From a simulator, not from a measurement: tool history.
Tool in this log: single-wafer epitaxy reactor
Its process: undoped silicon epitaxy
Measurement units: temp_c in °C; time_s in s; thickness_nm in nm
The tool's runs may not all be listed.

run	day	temp_c	time_s	thickness_nm
1	0.000	640	221	28.079
2	0.271	645	221	31.064
3	0.417	645	194	27.535
4	0.546	645	178	25.119
5	0.871	654	178	31.059
# day 1.096: pyrometer calibrated
6	1.096	654	196	38.475

Run 7 has not been measured yet. What should we expect?
7	1.308	655	196	?

For run 7 the tool returned thickness_nm 39.206 nm.
